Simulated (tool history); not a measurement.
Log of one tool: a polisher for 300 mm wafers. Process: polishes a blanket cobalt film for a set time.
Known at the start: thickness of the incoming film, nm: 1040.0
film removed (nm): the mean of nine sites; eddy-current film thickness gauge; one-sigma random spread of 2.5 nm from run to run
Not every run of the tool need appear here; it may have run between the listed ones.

run	hour	flow of slurry (ml/min)	pressure of the wafer on the pad (kPa)	speed of the pad under the wafer (cm/s)	polishing time (s)	film removed (nm)
1	0.0	130	10.3	124	44	167.52
2	0.6	130	10.3	112	44	152.97
3	6.5	130	10.3	90	44	128.66
4	10.2	130	12.4	90	44	151.18
5	10.9	130	10.3	90	44	129.18
6	14.7	150	10.3	90	44	131.24
7	16.0	150	11.0	92	44	142.35
8	20.7	150	11.7	92	44	149.34
9	22.2	150	12.4	94	44	157.28
10	29.9	150	13.1	96	44	169.50
11	32.0	150	13.1	98	44	172.34
12	39.2	150	13.1	100	44	171.80

Run 13 has not been measured yet. What should we expect?
13	42.7	150	13.1	102	44	?

Run 13 yielded film removed (nm) 175.97.

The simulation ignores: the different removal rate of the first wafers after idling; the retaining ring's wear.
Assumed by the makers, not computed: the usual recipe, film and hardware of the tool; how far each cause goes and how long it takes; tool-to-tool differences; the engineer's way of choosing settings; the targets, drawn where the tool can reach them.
